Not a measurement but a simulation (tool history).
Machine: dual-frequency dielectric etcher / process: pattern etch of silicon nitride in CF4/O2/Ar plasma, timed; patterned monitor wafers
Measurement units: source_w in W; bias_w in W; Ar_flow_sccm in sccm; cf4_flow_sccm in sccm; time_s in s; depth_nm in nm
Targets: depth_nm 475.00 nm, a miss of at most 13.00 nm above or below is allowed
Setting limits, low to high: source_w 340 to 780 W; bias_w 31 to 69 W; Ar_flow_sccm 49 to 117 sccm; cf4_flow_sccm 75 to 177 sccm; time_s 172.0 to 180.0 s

run 1 hour=0.0 | source_w=560 bias_w=50 Ar_flow_sccm=83 cf4_flow_sccm=126 time_s=172.0 | depth_nm=397.25
run 2 hour=2.0 | source_w=580 bias_w=50 Ar_flow_sccm=83 cf4_flow_sccm=126 time_s=172.0 | depth_nm=411.34
run 3 hour=9.0 | source_w=580 bias_w=50 Ar_flow_sccm=83 cf4_flow_sccm=126 time_s=172.0 | depth_nm=406.46
run 4 hour=15.4 | source_w=600 bias_w=50 Ar_flow_sccm=83 cf4_flow_sccm=126 time_s=172.0 | depth_nm=419.65
run 5 hour=18.8 | source_w=550 bias_w=50 Ar_flow_sccm=83 cf4_flow_sccm=126 time_s=172.0 | depth_nm=390.38
run 6 hour=19.4 | source_w=550 bias_w=50 Ar_flow_sccm=83 cf4_flow_sccm=144 time_s=172.0 | depth_nm=388.97
run 7 hour=21.9 | source_w=570 bias_w=50 Ar_flow_sccm=83 cf4_flow_sccm=144 time_s=172.0 | depth_nm=408.03
run 8 hour=26.5 | source_w=590 bias_w=50 Ar_flow_sccm=83 cf4_flow_sccm=144 time_s=172.0 | depth_nm=414.49
run 9 hour=27.7 | source_w=590 bias_w=50 Ar_flow_sccm=83 cf4_flow_sccm=144 time_s=172.0 | depth_nm=422.46
run 10 hour=29.6 | source_w=600 bias_w=50 Ar_flow_sccm=83 cf4_flow_sccm=144 time_s=172.0 | depth_nm=419.73
run 11 hour=36.7 | source_w=620 bias_w=50 Ar_flow_sccm=83 cf4_flow_sccm=144 time_s=172.0 | depth_nm=433.47
run 12 hour=37.6 | source_w=630 bias_w=50 Ar_flow_sccm=83 cf4_flow_sccm=144 time_s=172.0 | depth_nm=443.97
run 13 hour=43.7 | source_w=640 bias_w=50 Ar_flow_sccm=83 cf4_flow_sccm=144 time_s=172.0 | depth_nm=448.91
run 14 hour=48.8 | source_w=650 bias_w=50 Ar_flow_sccm=83 cf4_flow_sccm=144 time_s=172.0 | depth_nm=451.17
run 15 hour=57.0 | source_w=660 bias_w=50 Ar_flow_sccm=83 cf4_flow_sccm=144 time_s=172.0 | depth_nm=457.19

Which single option among these 4 for the next run brings every result within its allowed miss of target? Just one does.
run A hour=65.2 | source_w=710 bias_w=49 Ar_flow_sccm=82 cf4_flow_sccm=132 time_s=180.0 | depth_nm=?
run B hour=65.2 | source_w=760 bias_w=45 Ar_flow_sccm=58 cf4_flow_sccm=104 time_s=172.0 | depth_nm=?
run C hour=65.2 | source_w=700 bias_w=58 Ar_flow_sccm=68 cf4_flow_sccm=127 time_s=173.5 | depth_nm=?
run D hour=65.2 | source_w=650 bias_w=55 Ar_flow_sccm=78 cf4_flow_sccm=132 time_s=173.5 | depth_nm=?

move=A depth_nm=503.50
move=B depth_nm=500.57
move=C depth_nm=513.99
move=D depth_nm=470.29
A: carries the result that was furthest off beyond its target, to the other side
B: carries the result that was furthest off beyond its target, to the other side
C: carries the result that was furthest off beyond its target, to the other side
D: every result within its allowed miss
D meets every target.
